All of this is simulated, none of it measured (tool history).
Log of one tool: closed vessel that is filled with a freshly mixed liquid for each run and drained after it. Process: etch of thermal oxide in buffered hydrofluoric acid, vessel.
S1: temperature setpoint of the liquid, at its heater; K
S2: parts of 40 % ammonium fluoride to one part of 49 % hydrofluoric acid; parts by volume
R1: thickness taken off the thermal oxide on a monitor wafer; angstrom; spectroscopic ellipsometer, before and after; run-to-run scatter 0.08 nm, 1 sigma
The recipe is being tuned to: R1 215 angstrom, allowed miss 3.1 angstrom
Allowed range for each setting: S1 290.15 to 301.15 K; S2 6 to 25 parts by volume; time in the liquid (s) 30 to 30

run 1 hour=0 | S1=293.15 S2=15.5 time_in_the_liquid_(s)=30 | R1=183.53
run 2 hour=5 | S1=293.15 S2=17 time_in_the_liquid_(s)=30 | R1=168.55
run 3 hour=6.5 | S1=293.15 S2=20 time_in_the_liquid_(s)=30 | R1=142.21
run 4 hour=15 | S1=293.15 S2=23 time_in_the_liquid_(s)=30 | R1=130.4
run 5 hour=18.9 | S1=294.65 S2=22.5 time_in_the_liquid_(s)=30 | R1=143.62
run 6 hour=26.9 | S1=296.15 S2=22.5 time_in_the_liquid_(s)=30 | R1=156.02
run 7 hour=32.1 | S1=297.15 S2=22.5 time_in_the_liquid_(s)=30 | R1=164.36
run 8 hour=35.8 | S1=298.15 S2=22.5 time_in_the_liquid_(s)=30 | R1=175.55
run 9 hour=42.5 | S1=298.65 S2=22.5 time_in_the_liquid_(s)=30 | R1=178.37
run 10 hour=43.7 | S1=299.15 S2=22.5 time_in_the_liquid_(s)=30 | R1=183.48
run 11 hour=44.6 | S1=299.65 S2=22.5 time_in_the_liquid_(s)=30 | R1=190.39
run 12 hour=46.9 | S1=300.15 S2=22.5 time_in_the_liquid_(s)=30 | R1=192.96
run 13 hour=54.7 | S1=300.15 S2=22 time_in_the_liquid_(s)=30 | R1=196.53
run 14 hour=59.1 | S1=300.65 S2=21.5 time_in_the_liquid_(s)=30 | R1=204.83

Below are 4 possible settings for the next run. Only one of them brings all results inside the allowed miss of their targets. Which is it?
run A hour=63.5 | S1=301.15 S2=20 time_in_the_liquid_(s)=30 | R1=?
run B hour=63.5 | S1=300.65 S2=21 time_in_the_liquid_(s)=30 | R1=?
run C hour=63.5 | S1=301.15 S2=21 time_in_the_liquid_(s)=30 | R1=?
run D hour=63.5 | S1=298.65 S2=17.5 time_in_the_liquid_(s)=30 | R1=?

move=A R1=221.91
move=B R1=208.95
move=C R1=214.62
move=D R1=221.25
A: carries the result that was furthest off beyond its target, to the other side
B: nearer the targets than the last run, but a result is still out of spec
C: every result within its allowed miss
D: carries the result that was furthest off beyond its target, to the other side
C meets every target.
